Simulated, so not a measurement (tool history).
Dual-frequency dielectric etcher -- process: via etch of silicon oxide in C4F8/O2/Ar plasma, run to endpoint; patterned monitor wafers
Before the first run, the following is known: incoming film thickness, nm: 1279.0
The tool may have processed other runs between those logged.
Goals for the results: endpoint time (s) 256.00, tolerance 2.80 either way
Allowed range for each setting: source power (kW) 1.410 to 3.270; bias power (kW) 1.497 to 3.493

run  hour  source power (kW)  bias power (kW)  endpoint time (s)
  1   0.0              2.340            2.495             228.79
  2   6.5              2.340            2.768             223.47
  3   7.5              2.210            2.755             230.28
  4  15.8              2.120            2.748             233.69
  5  24.5              1.810            2.748             250.75
  6  33.2              2.100            2.748             234.21
  7  36.4              1.640            2.720             262.33
  8  44.8              1.660            2.721             261.76
  9  47.9              1.680            2.722             261.04
 10  51.4              1.690            2.723             258.92

Next run, 4 choices. One meets every target within its allowed miss, the rest don't. Which?
  A  54.9              1.660            2.628                  ?
  B  54.9              1.670            2.658                  ?
  C  54.9              1.730            2.735                  ?
  D  54.9              1.440            3.409                  ?

move  endpoint time (s)
   A             263.40
   B             261.98
   C             256.08
   D             263.24
A: further off than the last run
B: further off than the last run
C: meets every target
D: further off than the last run
So the answer is move C, the one that meets all the targets.
